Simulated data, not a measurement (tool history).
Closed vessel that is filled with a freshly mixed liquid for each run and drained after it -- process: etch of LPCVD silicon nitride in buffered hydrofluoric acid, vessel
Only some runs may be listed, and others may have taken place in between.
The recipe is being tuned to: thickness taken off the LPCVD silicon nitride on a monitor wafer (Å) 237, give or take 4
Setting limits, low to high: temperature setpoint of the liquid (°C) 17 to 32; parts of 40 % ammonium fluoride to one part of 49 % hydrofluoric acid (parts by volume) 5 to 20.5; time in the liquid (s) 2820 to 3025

| run | hour | temperature setpoint of the liquid (°C) | parts of 40 % ammonium fluoride to one part of 49 % hydrofluoric acid (parts by volume) | time in the liquid (s) | thickness taken off the LPCVD silicon nitride on a monitor wafer (Å) |
|---|---|---|---|---|---|
| 1 | 0 | 24 | 12.5 | 2820 | 315.03 |
| 2 | 2.5 | 24 | 9.5 | 2820 | 402.67 |
| 3 | 3.2 | 23 | 9.5 | 2820 | 386.43 |
| 4 | 4.1 | 23 | 9.5 | 3025 | 413.04 |
| 5 | 9.6 | 22 | 10 | 3025 | 377.88 |
| 6 | 17.1 | 25.5 | 10 | 3025 | 454.18 |
| 7 | 24.5 | 21.5 | 13 | 3020 | 282.25 |
| 8 | 32.8 | 21 | 13 | 3020 | 275.02 |
| 9 | 39.6 | 20.5 | 13 | 3020 | 268.4 |

Which single option among these 5 for the next run brings every result within its allowed miss of target? Just one does.
| A | 46.4 | 20 | 14.5 | 2885 | ? |
| B | 46.4 | 22.5 | 14.5 | 2875 | ? |
| C | 46.4 | 21 | 13.5 | 2895 | ? |
| D | 46.4 | 19.5 | 13 | 2830 | ? |
| E | 46.4 | 27 | 16 | 3025 | ? |

| move | thickness taken off the LPCVD silicon nitride on a monitor wafer (Å) |
|---|---|
| A | 222.95 |
| B | 255.03 |
| C | 253.66 |
| D | 236.76 |
| E | 310.53 |
A: takes the biggest miss from the last run beyond its target
B: better than the last run, though not everything is in spec
C: better than the last run, though not everything is in spec
D: meets every target
E: the biggest miss grows against the last run
Go with D: it meets all targets.
